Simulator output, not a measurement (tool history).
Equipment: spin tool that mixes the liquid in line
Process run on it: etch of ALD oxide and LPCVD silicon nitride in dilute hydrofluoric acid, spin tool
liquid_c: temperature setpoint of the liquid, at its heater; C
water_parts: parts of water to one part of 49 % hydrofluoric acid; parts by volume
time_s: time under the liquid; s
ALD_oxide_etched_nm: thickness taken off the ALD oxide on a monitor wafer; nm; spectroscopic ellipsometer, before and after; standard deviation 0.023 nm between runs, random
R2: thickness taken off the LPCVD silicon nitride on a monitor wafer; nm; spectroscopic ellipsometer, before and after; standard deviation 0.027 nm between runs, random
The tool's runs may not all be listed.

{"run": 1, "day": 0.0, "liquid_c": 26, "water_parts": 240, "time_s": 180, "ALD_oxide_etched_nm": 7.1451, "R2": 0.42866}
{"run": 2, "day": 0.117, "liquid_c": 26, "water_parts": 295, "time_s": 180, "ALD_oxide_etched_nm": 5.4549, "R2": 0.32501}
{"run": 3, "day": 0.196, "liquid_c": 26, "water_parts": 295, "time_s": 255, "ALD_oxide_etched_nm": 7.7723, "R2": 0.48652}
{"run": 4, "day": 0.492, "liquid_c": 26, "water_parts": 295, "time_s": 300, "ALD_oxide_etched_nm": 9.093, "R2": 0.5813}
{"run": 5, "day": 0.542, "liquid_c": 25, "water_parts": 305, "time_s": 300, "ALD_oxide_etched_nm": 8.4504, "R2": 0.58033}
{"run": 6, "day": 0.833, "liquid_c": 25, "water_parts": 305, "time_s": 355, "ALD_oxide_etched_nm": 9.9175, "R2": 0.71723}

Predict the results of run 7:
{"run": 7, "day": 1.092, "liquid_c": 24, "water_parts": 315, "time_s": 355, "ALD_oxide_etched_nm": "?", "R2": "?"}

{"run 7": {"ALD_oxide_etched_nm": 9.2472, "R2": 0.60325}}
